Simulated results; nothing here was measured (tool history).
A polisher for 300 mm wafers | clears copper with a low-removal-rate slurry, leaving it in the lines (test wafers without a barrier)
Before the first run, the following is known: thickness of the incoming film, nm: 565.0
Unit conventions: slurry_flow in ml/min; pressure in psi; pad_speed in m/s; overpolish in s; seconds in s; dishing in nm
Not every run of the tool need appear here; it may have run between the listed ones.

Run 1, hour 0: slurry_flow 200 ml/min, pressure 3.9 psi, pad_speed 1 m/s, slurry_solids 1, overpolish 26 s. Result: seconds 163.05 s, dishing 60.02 nm.
Run 2, hour 8.3: slurry_flow 200 ml/min, pressure 3.9 psi, pad_speed 1.16 m/s, slurry_solids 1, overpolish 26 s. Result: seconds 138.11 s, dishing 68.898 nm.
Run 3, hour 16.5: slurry_flow 200 ml/min, pressure 3.9 psi, pad_speed 1.16 m/s, slurry_solids 1.2, overpolish 26 s. Result: seconds 137.26 s, dishing 67.633 nm.
Run 4, hour 17.5: slurry_flow 200 ml/min, pressure 3.9 psi, pad_speed 0.94 m/s, slurry_solids 1.2, overpolish 26 s. Result: seconds 164.52 s, dishing 57.883 nm.
Run 5, hour 22.4: slurry_flow 200 ml/min, pressure 4.6 psi, pad_speed 0.94 m/s, slurry_solids 1.2, overpolish 26 s. Result: seconds 147.78 s, dishing 66.742 nm.
Run 6, hour 27.3: slurry_flow 200 ml/min, pressure 4.3 psi, pad_speed 0.94 m/s, slurry_solids 1.25, overpolish 24 s. Result: seconds 149.94 s, dishing 60.353 nm.
Run 7, hour 30.8: slurry_flow 200 ml/min, pressure 3.2 psi, pad_speed 0.86 m/s, slurry_solids 1.5, overpolish 11 s. Result: seconds 197.35 s, dishing 23.075 nm.
Run 8, hour 37.8: slurry_flow 200 ml/min, pressure 3 psi, pad_speed 0.86 m/s, slurry_solids 1.5, overpolish 12 s. Result: seconds 204.21 s, dishing 24.036 nm.

Forecast run 9:
Run 9, hour 38.6: slurry_flow 200 ml/min, pressure 2.7 psi, pad_speed 0.84 m/s, slurry_solids 1.5, overpolish 10 s. Result: seconds ?, dishing ?.

{"run 9": {"seconds": 230.37, "dishing": 18.665}}
